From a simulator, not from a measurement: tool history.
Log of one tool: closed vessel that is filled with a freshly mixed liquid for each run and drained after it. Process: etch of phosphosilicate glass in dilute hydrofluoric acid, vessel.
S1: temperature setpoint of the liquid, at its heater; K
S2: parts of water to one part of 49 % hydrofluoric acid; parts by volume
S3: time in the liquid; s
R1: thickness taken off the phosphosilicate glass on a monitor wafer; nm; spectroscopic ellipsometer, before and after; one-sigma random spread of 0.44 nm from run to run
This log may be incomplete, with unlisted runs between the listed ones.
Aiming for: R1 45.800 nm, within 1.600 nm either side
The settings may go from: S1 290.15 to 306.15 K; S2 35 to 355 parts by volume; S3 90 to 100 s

run	hour	S1	S2	S3	R1
1	0.0	298.15	195	90	25.264
2	8.2	298.15	165	90	29.971
3	15.6	299.65	160	90	33.388
4	18.3	299.65	160	100	37.005
5	21.5	301.15	160	100	39.408
6	27.9	301.15	205	100	28.932
# hour 36.2: thermometer replaced
7	36.2	301.65	195	100	33.912
8	44.5	302.65	190	100	36.064
9	46.6	303.15	190	100	36.679

Which one of the following 5 next-run settings gets every result inside its allowed miss? There is exactly one.
A	48.7	304.15	165	90	?
B	48.7	301.65	165	100	?
C	48.7	305.15	210	90	?
D	48.7	305.65	170	100	?
E	48.7	304.15	175	100	?

move	R1
A	40.528
B	41.196
C	31.100
D	45.743
E	41.908
A: closer than the last run, but not yet in spec
B: closer than the last run, but not yet in spec
C: misses by more than the last run did
D: in spec on every target
E: closer than the last run, but not yet in spec
D meets every target.

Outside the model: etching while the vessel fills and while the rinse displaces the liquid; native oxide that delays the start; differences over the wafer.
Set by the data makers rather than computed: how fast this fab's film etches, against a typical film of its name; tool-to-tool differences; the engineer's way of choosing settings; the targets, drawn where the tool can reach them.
